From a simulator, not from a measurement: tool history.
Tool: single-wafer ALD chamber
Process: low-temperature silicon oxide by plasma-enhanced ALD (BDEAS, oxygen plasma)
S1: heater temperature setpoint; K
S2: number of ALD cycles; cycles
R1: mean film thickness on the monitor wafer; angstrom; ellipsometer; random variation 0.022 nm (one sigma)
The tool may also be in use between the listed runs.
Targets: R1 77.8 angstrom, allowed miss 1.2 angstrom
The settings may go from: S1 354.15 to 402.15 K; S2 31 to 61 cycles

{"run": 1, "hour": 0.0, "S1": 378.15, "S2": 46, "R1": 65.79}
{"run": 2, "hour": 0.6, "S1": 377.15, "S2": 47, "R1": 67.359}
{"run": 3, "hour": 7.6, "S1": 366.15, "S2": 47, "R1": 68.762}
{"run": 4, "hour": 15.7, "S1": 366.15, "S2": 44, "R1": 64.452}
{"hour": 19.6, "done": "thermocouple changed; heater temperature recalibrated"}
{"run": 5, "hour": 19.6, "S1": 366.15, "S2": 38, "R1": 56.182}
{"run": 6, "hour": 28.5, "S1": 365.15, "S2": 40, "R1": 59.574}
{"run": 7, "hour": 31.3, "S1": 358.15, "S2": 47, "R1": 71.048}
{"run": 8, "hour": 38.9, "S1": 358.15, "S2": 48, "R1": 72.954}

Which of these 5 next moves meets every target?
{"run": "A", "hour": 46.5, "S1": 359.15, "S2": 54, "R1": "?"}
{"run": "B", "hour": 46.5, "S1": 356.15, "S2": 51, "R1": "?"}
{"run": "C", "hour": 46.5, "S1": 357.15, "S2": 43, "R1": "?"}
{"run": "D", "hour": 46.5, "S1": 365.15, "S2": 54, "R1": "?"}
{"run": "E", "hour": 46.5, "S1": 366.15, "S2": 55, "R1": "?"}

move=A R1=81.717
move=B R1=77.883
move=C R1=65.467
move=D R1=80.222
move=E R1=81.454
A: takes the result that was furthest off past its target
B: meets every target
C: further off than the last run
D: takes the result that was furthest off past its target
E: takes the result that was furthest off past its target
Answer: B

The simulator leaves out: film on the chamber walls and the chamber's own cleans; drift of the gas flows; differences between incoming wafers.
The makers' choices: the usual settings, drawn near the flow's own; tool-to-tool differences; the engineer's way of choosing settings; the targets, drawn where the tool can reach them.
